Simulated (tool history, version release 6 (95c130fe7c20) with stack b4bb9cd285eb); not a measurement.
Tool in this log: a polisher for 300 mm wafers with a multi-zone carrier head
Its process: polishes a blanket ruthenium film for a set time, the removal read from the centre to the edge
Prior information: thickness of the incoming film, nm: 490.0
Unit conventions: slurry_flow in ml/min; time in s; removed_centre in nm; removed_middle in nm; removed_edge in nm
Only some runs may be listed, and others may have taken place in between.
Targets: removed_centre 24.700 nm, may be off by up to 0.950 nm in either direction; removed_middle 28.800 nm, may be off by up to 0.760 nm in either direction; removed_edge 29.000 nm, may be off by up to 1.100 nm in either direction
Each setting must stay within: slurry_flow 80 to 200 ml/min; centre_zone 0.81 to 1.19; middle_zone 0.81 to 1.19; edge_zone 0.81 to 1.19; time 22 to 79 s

run    day  slurry_flow  centre_zone  middle_zone  edge_zone  time  removed_centre  removed_middle  removed_edge
  1  0.000          130         1.00         1.00       1.00    50          49.687          47.062        50.905
  2  0.212          125         0.96         1.00       0.97    45          42.286          42.326        44.271
  3  0.308          125         0.92         1.00       0.97    45          40.225          42.642        44.595
  4  0.408          125         0.92         1.00       1.02    45          40.074          42.686        44.995
  5  0.712          120         0.90         0.99       1.00    41          35.941          38.524        39.800
  6  0.842          120         0.90         1.04       1.00    41          35.791          40.410        39.678
  7  0.917          115         0.88         1.02       0.99    39          32.898          37.220        37.822
  8  1.175          110         0.87         1.02       0.98    37          31.330          35.414        35.638
  9  1.425          105         0.86         1.02       0.98    35          28.296          32.787        33.705
 10  1.462          105         0.86         1.02       0.96    34          28.098          31.816        32.050
 11  1.575           80         0.81         1.00       0.92    31          22.722          27.485        28.167
 12  1.854           85         0.81         1.00       0.92    31          22.763          27.481        28.458

4 next moves are on the table. One of them brings every result within its allowed miss. Which?
  A  2.133           80         0.84         0.91       0.87    33               ?               ?             ?
  B  2.133           80         0.81         0.96       0.82    34               ?               ?             ?
  C  2.133          105         0.81         1.06       1.01    32               ?               ?             ?
  D  2.133           90         0.83         1.16       0.89    30               ?               ?             ?

move  removed_centre  removed_middle  removed_edge
   A          25.200          27.135        29.266
   B          25.036          29.241        29.349
   C          24.856          31.315        31.328
   D          23.207          30.919        27.157
A: gets the furthest-off result to its target, but another result is out of tolerance
B: hits every target within its allowed miss
C: gets the furthest-off result to its target, but another result is out of tolerance
D: lands further from the targets than the last run did
Move B is the one to make.
